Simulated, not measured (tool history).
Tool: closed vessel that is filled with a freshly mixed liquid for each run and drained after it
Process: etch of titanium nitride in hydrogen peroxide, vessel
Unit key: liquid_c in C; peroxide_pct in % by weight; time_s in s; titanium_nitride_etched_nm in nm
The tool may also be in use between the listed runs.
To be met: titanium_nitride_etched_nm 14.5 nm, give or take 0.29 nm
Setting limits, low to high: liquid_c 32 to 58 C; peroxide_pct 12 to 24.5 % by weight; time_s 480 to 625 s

run	hour	liquid_c	peroxide_pct	time_s	titanium_nitride_etched_nm
1	0	42	16.5	625	9.7246
2	8.6	35.5	16.5	625	5.8489
3	11.8	37	16.5	625	6.588
4	13.3	37	16.5	480	5.1581
5	18.1	37	14	480	4.9456
6	20.1	38.5	14	480	5.6152
7	27.4	40	14	480	6.2663
8	29.4	41	14	480	6.6891
9	30.3	42	14	480	7.2405
10	32.6	43	14	480	7.8627
11	35.7	44	14	480	8.4172
12	42	45	14	480	9.1509
13	48.7	45.5	14	480	9.3367
14	51.1	46	14	480	9.8397
15	53.8	46.5	14	480	10.068
16	56.5	52.5	14	480	15.52
17	59	52	14	480	15.153

Next run, 5 choices. One meets every target within its allowed miss, the rest don't. Which?
A	61.5	50	17	570	?
B	61.5	50	12	575	?
C	61.5	50	16.5	515	?
D	61.5	50.5	15.5	540	?
E	61.5	50.5	15.5	530	?

move	titanium_nitride_etched_nm
A	16.205
B	15.194
C	14.549
D	15.608
E	15.319
A: moves away from the targets compared with the last run
B: moves away from the targets compared with the last run
C: meets every target
D: moves away from the targets compared with the last run
E: moves away from the targets compared with the last run
C is the move that brings every result within its allowed miss.

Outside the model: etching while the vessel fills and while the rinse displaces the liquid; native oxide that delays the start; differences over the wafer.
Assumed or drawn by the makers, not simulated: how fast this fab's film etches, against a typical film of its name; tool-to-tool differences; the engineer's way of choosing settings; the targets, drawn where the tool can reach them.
